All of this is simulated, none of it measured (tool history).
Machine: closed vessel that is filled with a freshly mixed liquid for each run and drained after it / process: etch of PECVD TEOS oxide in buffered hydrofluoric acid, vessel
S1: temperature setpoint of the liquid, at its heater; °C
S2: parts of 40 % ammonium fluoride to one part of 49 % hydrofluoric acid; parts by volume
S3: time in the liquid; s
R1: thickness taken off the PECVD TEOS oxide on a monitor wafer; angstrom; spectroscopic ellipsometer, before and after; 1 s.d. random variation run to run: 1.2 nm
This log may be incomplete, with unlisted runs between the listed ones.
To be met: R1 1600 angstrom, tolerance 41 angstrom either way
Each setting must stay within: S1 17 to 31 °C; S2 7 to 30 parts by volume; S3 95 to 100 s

run 1 hour=0 | S1=23 S2=19 S3=95 | R1=738.97
run 2 hour=4.9 | S1=25 S2=17 S3=95 | R1=916.23
run 3 hour=12.3 | S1=25 S2=15 S3=95 | R1=1042.4
run 4 hour=14.4 | S1=26.5 S2=14.5 S3=95 | R1=1152.4
run 5 hour=17.6 | S1=26.5 S2=12 S3=95 | R1=1401.5
run 6 hour=22 | S1=26.5 S2=12 S3=100 | R1=1483.7
run 7 hour=29 | S1=27 S2=12 S3=100 | R1=1501.9
run 8 hour=37.2 | S1=27.5 S2=12 S3=100 | R1=1565.5

Below are 4 possible settings for the next run. Only one of them brings all results inside the allowed miss of their targets. Which is it?
run A hour=45.4 | S1=25.5 S2=10.5 S3=100 | R1=?
run B hour=45.4 | S1=27.5 S2=12.5 S3=100 | R1=?
run C hour=45.4 | S1=21.5 S2=8.5 S3=100 | R1=?
run D hour=45.4 | S1=29 S2=13 S3=95 | R1=?

move=A R1=1582.1
move=B R1=1485.9
move=C R1=1515.5
move=D R1=1471.1
A: all results land within tolerance of their targets
B: further off than the last run
C: further off than the last run
D: further off than the last run
The right move is A.
